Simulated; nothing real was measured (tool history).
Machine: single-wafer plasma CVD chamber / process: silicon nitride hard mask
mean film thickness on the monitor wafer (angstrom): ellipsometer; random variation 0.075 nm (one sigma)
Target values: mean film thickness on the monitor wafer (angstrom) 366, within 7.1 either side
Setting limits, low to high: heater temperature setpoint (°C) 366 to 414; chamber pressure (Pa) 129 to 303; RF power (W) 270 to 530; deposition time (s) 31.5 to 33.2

run  hour  heater temperature setpoint (°C)  chamber pressure (Pa)  RF power (W)  deposition time (s)  mean film thickness on the monitor wafer (angstrom)
  1     0                               390                    216           400                 33.2                                               443.83
  2   6.1                               390                    209           395                 33.1                                               432.25
  3  10.8                               390                    203           390                 33.1                                               426.02
  4  11.9                               390                    185           390                 33.1                                               406.09
  5  18.9                               386                    185           390                 33.1                                               407.83
  6  21.7                               386                    208           390                 33.1                                                428.5
  7  23.8                               386                    201           390                 33.1                                                423.5
       29  -- capacitance manometer re-zeroed and calibrated
  8    29                               386                    195           390                 33.1                                               405.71
  9  30.2                               384                    193           390                 33.1                                               406.89
 10  34.9                               383                    189           390                 33.1                                               401.36
 11  36.5                               382                    187           390                 33.1                                               399.69

Which of these 4 next moves meets every target?
  A  38.1                               372                    193           355                 33.2                                                    ?
  B  38.1                               389                    200           420                 33.2                                                    ?
  C  38.1                               371                    219           375                 33.2                                                    ?
  D  38.1                               377                    189           350                 32.9                                                    ?

move  mean film thickness on the monitor wafer (angstrom)
   A                                               377.91
   B                                               434.75
   C                                               416.64
   D                                               365.76
A: moves toward the targets from the last run without getting all of them in spec
B: the biggest miss grows against the last run
C: the biggest miss grows against the last run
D: every result lands within tolerance
The move that meets every target is D.
